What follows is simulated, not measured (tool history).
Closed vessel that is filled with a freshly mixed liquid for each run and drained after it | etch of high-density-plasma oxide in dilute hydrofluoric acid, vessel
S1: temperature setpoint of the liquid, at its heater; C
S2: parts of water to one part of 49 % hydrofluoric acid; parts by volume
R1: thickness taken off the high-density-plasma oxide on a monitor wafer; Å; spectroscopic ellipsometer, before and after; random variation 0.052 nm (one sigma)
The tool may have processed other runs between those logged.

Run 1, hour 0: S1 25 C, S2 45 parts by volume, time in the liquid (s) 80. Result: R1 117.51 Å.
Run 2, hour 2.2: S1 25 C, S2 40 parts by volume, time in the liquid (s) 80. Result: R1 133.34 Å.
Run 3, hour 6.7: S1 24 C, S2 40 parts by volume, time in the liquid (s) 80. Result: R1 127.2 Å.
Run 4, hour 7.8: S1 24 C, S2 55 parts by volume, time in the liquid (s) 80. Result: R1 91.664 Å.
Run 5, hour 8.7: S1 24 C, S2 55 parts by volume, time in the liquid (s) 55. Result: R1 63.055 Å.
Run 6, hour 15.5: S1 24.5 C, S2 55 parts by volume, time in the liquid (s) 55. Result: R1 64.506 Å.
Run 7, hour 19.3: S1 25 C, S2 55 parts by volume, time in the liquid (s) 55. Result: R1 65.295 Å.

Estimate the outcome of run 8 from the log above:
Run 8, hour 20.8: S1 25 C, S2 55 parts by volume, time in the liquid (s) 65. Result: R1 ?.

{"run 8": {"R1": 77.756}}
